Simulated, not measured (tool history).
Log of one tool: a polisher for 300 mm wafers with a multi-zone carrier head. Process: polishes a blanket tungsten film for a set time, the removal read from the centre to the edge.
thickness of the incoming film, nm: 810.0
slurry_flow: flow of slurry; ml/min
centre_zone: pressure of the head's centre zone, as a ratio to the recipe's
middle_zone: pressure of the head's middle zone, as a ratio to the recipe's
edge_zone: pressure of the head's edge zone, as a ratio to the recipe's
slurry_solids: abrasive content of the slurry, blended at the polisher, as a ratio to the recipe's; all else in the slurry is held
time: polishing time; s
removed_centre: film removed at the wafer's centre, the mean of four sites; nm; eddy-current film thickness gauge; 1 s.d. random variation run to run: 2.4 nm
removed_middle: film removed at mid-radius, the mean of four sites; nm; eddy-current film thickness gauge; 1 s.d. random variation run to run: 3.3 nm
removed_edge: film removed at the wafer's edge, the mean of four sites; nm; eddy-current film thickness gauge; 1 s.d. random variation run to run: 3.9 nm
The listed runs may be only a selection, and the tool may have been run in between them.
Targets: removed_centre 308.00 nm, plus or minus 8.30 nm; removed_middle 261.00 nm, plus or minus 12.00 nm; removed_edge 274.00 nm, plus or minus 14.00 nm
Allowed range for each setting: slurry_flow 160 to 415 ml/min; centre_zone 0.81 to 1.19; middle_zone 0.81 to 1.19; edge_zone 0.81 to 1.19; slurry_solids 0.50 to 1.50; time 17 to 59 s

Run 1, day 0.000: slurry_flow 265 ml/min, centre_zone 1.00, middle_zone 1.00, edge_zone 1.00, slurry_solids 1.00, time 38 s. Result: removed_centre 233.08 nm, removed_middle 236.18 nm, removed_edge 237.80 nm.
Run 2, day 0.096: slurry_flow 275 ml/min, centre_zone 1.06, middle_zone 1.01, edge_zone 1.03, slurry_solids 1.05, time 38 s. Result: removed_centre 248.01 nm, removed_middle 239.17 nm, removed_edge 239.68 nm.
Run 3, day 0.438: slurry_flow 275 ml/min, centre_zone 1.10, middle_zone 1.01, edge_zone 1.03, slurry_solids 1.05, time 38 s. Result: removed_centre 259.87 nm, removed_middle 242.81 nm, removed_edge 240.26 nm.
Run 4, day 0.504: slurry_flow 275 ml/min, centre_zone 1.10, middle_zone 1.01, edge_zone 1.03, slurry_solids 0.95, time 38 s. Result: removed_centre 257.91 nm, removed_middle 239.38 nm, removed_edge 235.26 nm.
Run 5, day 0.525: slurry_flow 280 ml/min, centre_zone 1.13, middle_zone 1.00, edge_zone 1.05, slurry_solids 1.05, time 39 s. Result: removed_centre 273.17 nm, removed_middle 246.46 nm, removed_edge 248.70 nm.
Run 6, day 0.583: slurry_flow 290 ml/min, centre_zone 1.15, middle_zone 0.99, edge_zone 1.06, slurry_solids 1.10, time 39 s. Result: removed_centre 284.61 nm, removed_middle 252.15 nm, removed_edge 253.94 nm.
Run 7, day 0.858: slurry_flow 300 ml/min, centre_zone 1.16, middle_zone 0.98, edge_zone 1.08, slurry_solids 1.15, time 39 s. Result: removed_centre 290.14 nm, removed_middle 245.85 nm, removed_edge 258.37 nm.
Run 8, day 1.179: slurry_flow 305 ml/min, centre_zone 1.17, middle_zone 0.99, edge_zone 1.09, slurry_solids 1.20, time 39 s. Result: removed_centre 301.36 nm, removed_middle 256.39 nm, removed_edge 267.74 nm.
Run 9, day 1.208: slurry_flow 310 ml/min, centre_zone 1.17, middle_zone 0.99, edge_zone 1.10, slurry_solids 1.20, time 39 s. Result: removed_centre 299.81 nm, removed_middle 251.83 nm, removed_edge 265.35 nm.
Run 10, day 1.288: slurry_flow 310 ml/min, centre_zone 1.17, middle_zone 1.00, edge_zone 1.11, slurry_solids 1.20, time 39 s. Result: removed_centre 297.78 nm, removed_middle 260.04 nm, removed_edge 267.22 nm.

4 candidate next runs follow, results not yet known. Just one meets every target within its allowed miss. Identify it.
Run A, day 1.367: slurry_flow 375 ml/min, centre_zone 1.19, middle_zone 0.99, edge_zone 1.14, slurry_solids 1.30, time 38 s. Result: removed_centre ?, removed_middle ?, removed_edge ?.
Run B, day 1.367: slurry_flow 365 ml/min, centre_zone 1.04, middle_zone 0.96, edge_zone 1.03, slurry_solids 1.10, time 42 s. Result: removed_centre ?, removed_middle ?, removed_edge ?.
Run C, day 1.367: slurry_flow 295 ml/min, centre_zone 1.16, middle_zone 1.03, edge_zone 1.19, slurry_solids 1.20, time 39 s. Result: removed_centre ?, removed_middle ?, removed_edge ?.
Run D, day 1.367: slurry_flow 275 ml/min, centre_zone 1.14, middle_zone 1.04, edge_zone 1.15, slurry_solids 1.35, time 38 s. Result: removed_centre ?, removed_middle ?, removed_edge ?.

move  removed_centre  removed_middle  removed_edge
   A          303.81          254.65        266.96
   B          281.51          263.69        269.57
   C          292.05          260.18        270.80
   D          285.30          260.99        265.00
A: meets every target
B: the biggest miss grows against the last run
C: the biggest miss grows against the last run
D: the biggest miss grows against the last run
Go with A: it meets all targets.

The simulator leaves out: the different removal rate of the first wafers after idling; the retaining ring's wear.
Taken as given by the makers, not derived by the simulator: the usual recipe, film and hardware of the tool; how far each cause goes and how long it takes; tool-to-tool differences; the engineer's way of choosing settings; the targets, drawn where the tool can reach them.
